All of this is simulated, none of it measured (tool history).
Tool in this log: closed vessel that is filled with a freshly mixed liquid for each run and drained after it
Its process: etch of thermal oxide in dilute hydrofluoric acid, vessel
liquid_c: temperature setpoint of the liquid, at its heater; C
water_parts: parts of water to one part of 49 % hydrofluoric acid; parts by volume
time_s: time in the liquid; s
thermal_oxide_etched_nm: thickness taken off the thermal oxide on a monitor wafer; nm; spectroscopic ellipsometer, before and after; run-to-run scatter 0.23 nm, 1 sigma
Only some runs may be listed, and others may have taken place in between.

Run 1, hour 0: liquid_c 25 C, water_parts 60 parts by volume, time_s 90 s. Result: thermal_oxide_etched_nm 8.3527 nm.
Run 2, hour 1.4: liquid_c 23 C, water_parts 60 parts by volume, time_s 90 s. Result: thermal_oxide_etched_nm 7.7052 nm.
Run 3, hour 8.6: liquid_c 23 C, water_parts 45 parts by volume, time_s 90 s. Result: thermal_oxide_etched_nm 10.494 nm.
Run 4, hour 17.3: liquid_c 25.5 C, water_parts 40 parts by volume, time_s 90 s. Result: thermal_oxide_etched_nm 13.331 nm.
Run 5, hour 22.8: liquid_c 27.5 C, water_parts 35 parts by volume, time_s 90 s. Result: thermal_oxide_etched_nm 16.403 nm.
Run 6, hour 29.9: liquid_c 24.5 C, water_parts 35 parts by volume, time_s 90 s. Result: thermal_oxide_etched_nm 14.59 nm.
Run 7, hour 34.8: liquid_c 26.5 C, water_parts 30 parts by volume, time_s 90 s. Result: thermal_oxide_etched_nm 18.442 nm.
Run 8, hour 43.1: liquid_c 28 C, water_parts 30 parts by volume, time_s 90 s. Result: thermal_oxide_etched_nm 19.705 nm.

Expected results for the next run?
Run 9, hour 44.5: liquid_c 29.5 C, water_parts 30 parts by volume, time_s 90 s. Result: thermal_oxide_etched_nm ?.

thermal_oxide_etched_nm: 21.073 nm
